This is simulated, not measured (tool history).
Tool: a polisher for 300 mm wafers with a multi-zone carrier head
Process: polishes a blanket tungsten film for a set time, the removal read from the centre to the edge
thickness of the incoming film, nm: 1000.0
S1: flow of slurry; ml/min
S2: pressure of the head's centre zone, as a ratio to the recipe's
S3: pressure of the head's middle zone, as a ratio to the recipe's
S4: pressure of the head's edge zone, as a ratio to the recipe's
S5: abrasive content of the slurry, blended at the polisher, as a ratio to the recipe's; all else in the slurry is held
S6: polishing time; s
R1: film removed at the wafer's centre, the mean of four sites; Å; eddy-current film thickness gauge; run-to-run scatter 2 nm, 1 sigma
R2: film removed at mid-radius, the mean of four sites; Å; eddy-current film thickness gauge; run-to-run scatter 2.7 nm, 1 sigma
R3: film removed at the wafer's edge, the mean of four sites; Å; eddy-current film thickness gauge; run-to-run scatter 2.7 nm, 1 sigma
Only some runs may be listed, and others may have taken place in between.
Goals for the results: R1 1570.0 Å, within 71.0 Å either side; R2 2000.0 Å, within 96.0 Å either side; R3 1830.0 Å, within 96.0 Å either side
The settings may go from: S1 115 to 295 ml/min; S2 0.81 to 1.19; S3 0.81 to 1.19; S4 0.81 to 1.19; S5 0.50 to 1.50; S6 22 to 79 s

| run | hour | S1 | S2 | S3 | S4 | S5 | S6 | R1 | R2 | R3 |
|---|---|---|---|---|---|---|---|---|---|---|
| 1 | 0.0 | 190 | 1.00 | 1.00 | 1.00 | 1.00 | 50 | 2419.6 | 2476.7 | 2415.5 |
| 2 | 2.8 | 175 | 1.00 | 1.00 | 1.00 | 1.00 | 50 | 2403.8 | 2529.5 | 2374.0 |
| 3 | 6.7 | 170 | 0.95 | 1.00 | 1.00 | 0.85 | 48 | 2075.9 | 2245.9 | 2155.9 |
| 4 | 9.0 | 165 | 0.91 | 1.01 | 0.99 | 0.80 | 47 | 1910.1 | 2139.5 | 2070.2 |
| 5 | 9.6 | 160 | 0.88 | 1.03 | 0.98 | 0.75 | 47 | 1788.0 | 2090.7 | 1897.3 |
| 6 | 11.2 | 160 | 0.83 | 1.03 | 0.98 | 0.75 | 47 | 1668.7 | 2070.8 | 2010.0 |
| 7 | 12.8 | 155 | 0.83 | 1.04 | 0.97 | 0.75 | 47 | 1654.1 | 2091.6 | 1934.7 |
| 8 | 21.0 | 150 | 0.83 | 1.04 | 0.96 | 0.75 | 47 | 1663.6 | 2119.6 | 1964.4 |

Below are 5 possible settings for the next run. Only one of them brings all results inside the allowed miss of their targets. Which is it?
| A | 29.2 | 170 | 0.81 | 1.04 | 0.94 | 0.85 | 42 | ? | ? | ? |
| B | 29.2 | 125 | 0.94 | 1.04 | 0.95 | 0.75 | 51 | ? | ? | ? |
| C | 29.2 | 135 | 0.91 | 1.18 | 0.97 | 0.50 | 56 | ? | ? | ? |
| D | 29.2 | 230 | 0.89 | 0.90 | 0.91 | 0.90 | 41 | ? | ? | ? |
| E | 29.2 | 170 | 0.93 | 1.05 | 0.95 | 0.50 | 48 | ? | ? | ? |

| move | R1 | R2 | R3 |
|---|---|---|---|
| A | 1521.5 | 1991.2 | 1865.2 |
| B | 1876.5 | 2143.1 | 2056.9 |
| C | 1681.1 | 2200.2 | 1891.7 |
| D | 1753.5 | 1845.6 | 1913.2 |
| E | 1556.7 | 1794.6 | 1673.5 |
A: in spec on every target
B: lands further from the targets than the last run did
C: gets the furthest-off result to its target, but another result is out of tolerance
D: gets the furthest-off result to its target, but another result is out of tolerance
E: pushes the last run's worst result past its target
The right move is A.
